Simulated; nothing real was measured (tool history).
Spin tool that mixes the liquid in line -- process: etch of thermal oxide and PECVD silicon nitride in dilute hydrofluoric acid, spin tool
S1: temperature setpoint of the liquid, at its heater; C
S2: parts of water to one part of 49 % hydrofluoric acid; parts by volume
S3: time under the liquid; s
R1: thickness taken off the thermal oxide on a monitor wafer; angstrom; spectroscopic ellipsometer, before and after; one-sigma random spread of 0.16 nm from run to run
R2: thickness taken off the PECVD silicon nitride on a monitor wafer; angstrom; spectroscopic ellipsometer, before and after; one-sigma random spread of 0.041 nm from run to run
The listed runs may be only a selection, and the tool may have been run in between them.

| run | hour | S1 | S2 | S3 | R1 | R2 |
|---|---|---|---|---|---|---|
| 1 | 0.0 | 22.0 | 70 | 180 | 122.000 | 64.382 |
| 2 | 7.6 | 20.5 | 70 | 180 | 114.730 | 58.776 |
| 3 | 8.7 | 20.5 | 85 | 180 | 93.976 | 48.529 |
| 4 | 11.9 | 20.5 | 100 | 180 | 78.262 | 41.681 |
| 5 | 19.0 | 17.0 | 100 | 180 | 67.324 | 32.461 |
| 6 | 20.2 | 17.0 | 100 | 145 | 54.108 | 26.266 |
| 7 | 23.0 | 18.5 | 90 | 145 | 64.480 | 32.313 |
| 8 | 30.3 | 20.0 | 85 | 145 | 74.304 | 38.048 |
| 9 | 36.6 | 21.0 | 80 | 145 | 83.085 | 42.758 |
| 10 | 43.9 | 22.0 | 75 | 145 | 91.534 | 49.138 |
| 11 | 48.0 | 23.0 | 70 | 145 | 103.870 | 55.849 |
| 12 | 53.4 | 24.0 | 65 | 145 | 117.540 | 64.565 |
| 13 | 57.8 | 24.5 | 65 | 145 | 116.930 | 66.443 |

What does the tool deliver on the next run?
| 14 | 60.6 | 27.5 | 40 | 140 | ? | ? |

For run 14 the tool returned R1 218.170 angstrom, R2 125.840 angstrom.
